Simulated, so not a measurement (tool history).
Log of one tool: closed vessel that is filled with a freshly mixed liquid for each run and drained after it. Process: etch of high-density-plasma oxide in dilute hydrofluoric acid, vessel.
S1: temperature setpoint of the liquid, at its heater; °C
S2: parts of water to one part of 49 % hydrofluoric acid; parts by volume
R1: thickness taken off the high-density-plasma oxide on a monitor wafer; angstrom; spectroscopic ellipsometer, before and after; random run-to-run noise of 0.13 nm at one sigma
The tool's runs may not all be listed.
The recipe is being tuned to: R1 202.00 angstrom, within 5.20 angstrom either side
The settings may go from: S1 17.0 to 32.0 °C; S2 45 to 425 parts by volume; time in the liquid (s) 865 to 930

{"run": 1, "hour": 0.0, "S1": 24.0, "S2": 235, "time in the liquid (s)": 865, "R1": 152.12}
{"run": 2, "hour": 8.6, "S1": 26.5, "S2": 235, "time in the liquid (s)": 865, "R1": 163.34}
{"run": 3, "hour": 14.3, "S1": 28.0, "S2": 230, "time in the liquid (s)": 865, "R1": 177.6}
{"run": 4, "hour": 16.2, "S1": 29.0, "S2": 230, "time in the liquid (s)": 865, "R1": 186.71}
{"run": 5, "hour": 23.6, "S1": 29.0, "S2": 230, "time in the liquid (s)": 865, "R1": 185.31}
{"run": 6, "hour": 30.3, "S1": 29.5, "S2": 230, "time in the liquid (s)": 865, "R1": 190.31}
{"run": 7, "hour": 34.9, "S1": 30.0, "S2": 230, "time in the liquid (s)": 865, "R1": 194.96}
{"run": 8, "hour": 40.1, "S1": 30.5, "S2": 230, "time in the liquid (s)": 865, "R1": 194.08}

Which single option among these 4 for the next run brings every result within its allowed miss of target? Just one does.
{"run": "A", "hour": 45.3, "S1": 30.0, "S2": 240, "time in the liquid (s)": 875, "R1": "?"}
{"run": "B", "hour": 45.3, "S1": 30.5, "S2": 235, "time in the liquid (s)": 915, "R1": "?"}
{"run": "C", "hour": 45.3, "S1": 30.0, "S2": 245, "time in the liquid (s)": 900, "R1": "?"}
{"run": "D", "hour": 45.3, "S1": 29.0, "S2": 240, "time in the liquid (s)": 930, "R1": "?"}

move=A R1=183.43
move=B R1=200.38
move=C R1=183.74
move=D R1=188.49
A: misses by more than the last run did
B: each result inside its tolerance
C: misses by more than the last run did
D: misses by more than the last run did
B is the move that brings every result within its allowed miss.
